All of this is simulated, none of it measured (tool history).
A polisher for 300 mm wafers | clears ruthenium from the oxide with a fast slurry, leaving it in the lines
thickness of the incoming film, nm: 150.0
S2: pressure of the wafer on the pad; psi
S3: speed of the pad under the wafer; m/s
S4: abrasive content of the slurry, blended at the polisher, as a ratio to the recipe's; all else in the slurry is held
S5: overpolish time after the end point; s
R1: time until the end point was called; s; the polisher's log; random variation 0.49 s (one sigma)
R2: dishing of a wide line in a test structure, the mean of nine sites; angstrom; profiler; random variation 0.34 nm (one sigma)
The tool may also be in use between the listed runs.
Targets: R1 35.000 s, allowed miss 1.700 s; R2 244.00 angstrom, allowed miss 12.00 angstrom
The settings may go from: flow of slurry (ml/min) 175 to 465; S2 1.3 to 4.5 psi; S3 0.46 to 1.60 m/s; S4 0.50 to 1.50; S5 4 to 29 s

Run 1, day 0.000: flow of slurry (ml/min) 295, S2 2.9 psi, S3 1.02 m/s, S4 1.00, S5 15 s. Result: R1 27.508 s, R2 593.08 angstrom.
Run 2, day 0.242: flow of slurry (ml/min) 295, S2 2.7 psi, S3 1.02 m/s, S4 1.00, S5 12 s. Result: R1 29.596 s, R2 456.71 angstrom.
Run 3, day 0.483: flow of slurry (ml/min) 295, S2 2.7 psi, S3 1.02 m/s, S4 1.10, S5 12 s. Result: R1 28.412 s, R2 484.92 angstrom.
Run 4, day 0.746: flow of slurry (ml/min) 295, S2 2.6 psi, S3 1.02 m/s, S4 1.05, S5 10 s. Result: R1 30.406 s, R2 384.39 angstrom.
Run 5, day 1.021: flow of slurry (ml/min) 295, S2 2.6 psi, S3 1.02 m/s, S4 1.05, S5 5 s. Result: R1 30.921 s, R2 202.98 angstrom.
Run 6, day 1.075: flow of slurry (ml/min) 295, S2 2.4 psi, S3 1.04 m/s, S4 1.10, S5 6 s. Result: R1 31.528 s, R2 236.55 angstrom.
Run 7, day 1.367: flow of slurry (ml/min) 295, S2 2.3 psi, S3 1.04 m/s, S4 1.10, S5 6 s. Result: R1 33.569 s, R2 224.69 angstrom.
Run 8, day 1.417: flow of slurry (ml/min) 295, S2 2.2 psi, S3 1.04 m/s, S4 1.10, S5 8 s. Result: R1 33.383 s, R2 289.01 angstrom.
Run 9, day 1.729: flow of slurry (ml/min) 295, S2 2.2 psi, S3 1.02 m/s, S4 1.10, S5 8 s. Result: R1 34.869 s, R2 285.61 angstrom.
Run 10, day 1.912: flow of slurry (ml/min) 295, S2 2.3 psi, S3 1.02 m/s, S4 1.10, S5 8 s. Result: R1 32.629 s, R2 291.47 angstrom.
Run 11, day 1.950: flow of slurry (ml/min) 295, S2 2.3 psi, S3 1.00 m/s, S4 1.10, S5 8 s. Result: R1 33.552 s, R2 289.45 angstrom.
Run 12, day 2.025: flow of slurry (ml/min) 295, S2 2.3 psi, S3 1.00 m/s, S4 1.05, S5 8 s. Result: R1 34.813 s, R2 281.91 angstrom.
Run 13, day 2.308: flow of slurry (ml/min) 295, S2 2.4 psi, S3 1.00 m/s, S4 1.05, S5 7 s. Result: R1 33.122 s, R2 264.30 angstrom.

Which of these 5 next moves meets every target?
Run A, day 2.592: flow of slurry (ml/min) 230, S2 2.5 psi, S3 1.04 m/s, S4 1.15, S5 6 s. Result: R1 ?, R2 ?.
Run B, day 2.592: flow of slurry (ml/min) 315, S2 2.4 psi, S3 0.86 m/s, S4 1.05, S5 7 s. Result: R1 ?, R2 ?.
Run C, day 2.592: flow of slurry (ml/min) 260, S2 3.3 psi, S3 0.72 m/s, S4 1.05, S5 6 s. Result: R1 ?, R2 ?.
Run D, day 2.592: flow of slurry (ml/min) 250, S2 2.2 psi, S3 1.14 m/s, S4 0.85, S5 7 s. Result: R1 ?, R2 ?.
Run E, day 2.592: flow of slurry (ml/min) 305, S2 2.5 psi, S3 1.02 m/s, S4 1.10, S5 6 s. Result: R1 ?, R2 ?.

move      R1      R2
   A  30.267  237.86
   B  37.932  222.40
   C  33.916  213.72
   D  35.392  237.35
   E  30.424  236.71
A: brings the result that was furthest off to its target, and leaves another outside
B: takes the result that was furthest off past its target
C: takes the result that was furthest off past its target
D: meets every target
E: brings the result that was furthest off to its target, and leaves another outside
The right move is D.
